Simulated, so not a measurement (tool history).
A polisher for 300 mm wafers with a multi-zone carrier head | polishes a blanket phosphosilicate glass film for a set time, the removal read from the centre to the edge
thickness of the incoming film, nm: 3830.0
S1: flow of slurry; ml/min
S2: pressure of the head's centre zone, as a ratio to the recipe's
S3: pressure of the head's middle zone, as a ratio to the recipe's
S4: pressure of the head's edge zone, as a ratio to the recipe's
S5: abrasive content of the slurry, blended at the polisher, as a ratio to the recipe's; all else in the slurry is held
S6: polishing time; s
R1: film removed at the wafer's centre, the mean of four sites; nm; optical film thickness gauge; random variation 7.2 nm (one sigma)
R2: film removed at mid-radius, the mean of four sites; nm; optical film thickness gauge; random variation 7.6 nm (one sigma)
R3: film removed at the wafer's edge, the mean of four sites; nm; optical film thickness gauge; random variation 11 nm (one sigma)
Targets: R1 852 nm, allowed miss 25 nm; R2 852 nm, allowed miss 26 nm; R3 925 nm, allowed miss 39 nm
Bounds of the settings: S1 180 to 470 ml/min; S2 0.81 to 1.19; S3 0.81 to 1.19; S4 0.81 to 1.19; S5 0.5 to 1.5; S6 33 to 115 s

run  hour   S1    S2    S3    S4    S5  S6      R1      R2      R3
  1     0  300     1     1     1     1  73  585.73  596.62  599.74
  2   0.8  300  1.01     1  1.05  1.15  76   650.1  651.51  668.58
  3   5.9  295     1     1  1.08  1.25  80  689.96   691.5  719.42
  4    12  305     1     1  1.11  1.35  84  759.27  755.61  790.91
  5  16.5  305     1     1  1.17  1.35  84  753.31  755.11  830.52
  6  23.1  305     1  1.07  1.17  1.35  84  754.86  797.97  818.28
  7  27.6  310     1  1.05  1.18   1.4  85  780.17  797.39  836.71
  8  35.7  310     1  1.04  1.18  1.45  87  796.62  828.39  866.82

Which of these 5 next moves meets every target?
  A  43.8  325  1.07  1.01  1.19   1.3   94   ?   ?   ?
  B  43.8  320  0.95  0.93  1.19  1.45   98   ?   ?   ?
  C  43.8  275  0.92  0.99  1.19   1.5  101   ?   ?   ?
  D  43.8  305  0.98  1.08  1.19   1.4   85   ?   ?   ?
  E  43.8  270  1.03  1.03  1.19  1.35   94   ?   ?   ?

move      R1      R2      R3
   A  890.49   852.3   934.6
   B  851.24  858.13  1009.3
   C  843.44  926.93  1037.6
   D  750.06  830.87  860.74
   E  848.64  860.13  931.65
A: takes the result that was furthest off past its target
B: brings the result that was furthest off to its target, and leaves another outside
C: brings the result that was furthest off to its target, and leaves another outside
D: further off than the last run
E: meets every target
Answer: E

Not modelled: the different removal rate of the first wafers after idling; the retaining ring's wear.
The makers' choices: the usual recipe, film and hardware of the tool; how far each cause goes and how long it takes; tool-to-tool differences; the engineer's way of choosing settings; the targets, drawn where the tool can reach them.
